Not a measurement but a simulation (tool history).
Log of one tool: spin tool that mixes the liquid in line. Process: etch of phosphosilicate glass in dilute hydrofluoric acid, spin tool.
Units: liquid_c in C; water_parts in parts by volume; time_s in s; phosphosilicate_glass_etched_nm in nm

| run | hour | liquid_c | water_parts | time_s | phosphosilicate_glass_etched_nm |
|---|---|---|---|---|---|
| 1 | 0.0 | 24.0 | 250 | 115 | 54.029 |
| 2 | 2.4 | 27.5 | 250 | 115 | 62.339 |
| 3 | 4.4 | 24.5 | 270 | 115 | 51.517 |
| 4 | 13.1 | 24.5 | 230 | 115 | 62.529 |
| 5 | 19.1 | 24.5 | 230 | 115 | 61.791 |
| 6 | 20.5 | 24.5 | 230 | 125 | 67.700 |
| 7 | 24.0 | 20.5 | 330 | 125 | 37.224 |

Forecast run 8:
| 8 | 30.5 | 17.0 | 345 | 125 | ? |

phosphosilicate_glass_etched_nm: 30.980 nm
